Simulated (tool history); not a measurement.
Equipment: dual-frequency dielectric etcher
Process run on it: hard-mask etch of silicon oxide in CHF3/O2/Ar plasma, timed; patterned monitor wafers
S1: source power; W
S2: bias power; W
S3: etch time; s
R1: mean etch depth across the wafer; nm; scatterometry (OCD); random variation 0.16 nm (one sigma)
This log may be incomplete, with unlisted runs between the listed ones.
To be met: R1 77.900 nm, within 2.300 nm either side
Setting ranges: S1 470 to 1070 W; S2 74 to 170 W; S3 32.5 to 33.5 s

run	day	S1	S2	S3	R1
1	0.000	770	122	32.5	66.057
2	0.358	840	128	32.5	69.017
3	0.558	890	133	32.5	71.271
4	0.704	830	133	32.5	69.507
5	0.754	700	133	32.5	66.300
6	1.012	700	133	32.5	66.186
7	1.229	760	141	32.5	69.403
8	1.504	810	146	32.5	71.681
9	1.858	850	150	32.5	73.389
10	2.138	880	153	32.5	74.721
11	2.188	900	155	32.5	75.419
12	2.375	900	155	32.5	75.601

Pick the move, out of 4, that brings all results within their allowed miss; only one does.
A	2.562	990	154	32.5	?
B	2.562	810	150	33.0	?
C	2.562	930	140	32.5	?
D	2.562	820	146	33.0	?

move	R1
A	77.768
B	73.480
C	73.643
D	73.024
A: all results land within tolerance of their targets
B: misses by more than the last run did
C: misses by more than the last run did
D: misses by more than the last run did
A is the move that brings every result within its allowed miss.
